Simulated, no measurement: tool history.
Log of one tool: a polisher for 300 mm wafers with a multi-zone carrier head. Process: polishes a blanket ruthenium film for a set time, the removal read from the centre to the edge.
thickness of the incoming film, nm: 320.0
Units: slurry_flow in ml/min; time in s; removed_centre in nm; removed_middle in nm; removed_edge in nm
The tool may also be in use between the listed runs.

run 1 day=0 | slurry_flow=300 centre_zone=1 middle_zone=1 edge_zone=1 time=67 | removed_centre=50.513 removed_middle=48.602 removed_edge=48.919
run 2 day=0.271 | slurry_flow=300 centre_zone=1 middle_zone=0.92 edge_zone=1 time=67 | removed_centre=50.015 removed_middle=45.358 removed_edge=49.107
run 3 day=0.367 | slurry_flow=295 centre_zone=1.01 middle_zone=0.97 edge_zone=0.94 time=65 | removed_centre=49.179 removed_middle=46.419 removed_edge=46.139
run 4 day=0.721 | slurry_flow=295 centre_zone=1.01 middle_zone=0.97 edge_zone=0.94 time=51 | removed_centre=38.02 removed_middle=36.076 removed_edge=35.994
run 5 day=0.975 | slurry_flow=295 centre_zone=1.01 middle_zone=0.97 edge_zone=0.94 time=39 | removed_centre=29.338 removed_middle=27.943 removed_edge=27.699
run 6 day=1.15 | slurry_flow=295 centre_zone=1.01 middle_zone=0.93 edge_zone=0.94 time=39 | removed_centre=28.917 removed_middle=26.626 removed_edge=27.539
run 7 day=1.392 | slurry_flow=315 centre_zone=1.05 middle_zone=1.01 edge_zone=0.97 time=43 | removed_centre=34.248 removed_middle=31.718 removed_edge=30.988
run 8 day=1.554 | slurry_flow=330 centre_zone=1.07 middle_zone=1.06 edge_zone=0.98 time=46 | removed_centre=37.647 removed_middle=35.566 removed_edge=33.466

Forecast run 9:
run 9 day=1.775 | slurry_flow=345 centre_zone=1.09 middle_zone=1.1 edge_zone=0.98 time=48 | removed_centre=? removed_middle=? removed_edge=?

{"run 9": {"removed_centre": 39.692, "removed_middle": 38.289, "removed_edge": 34.382}}
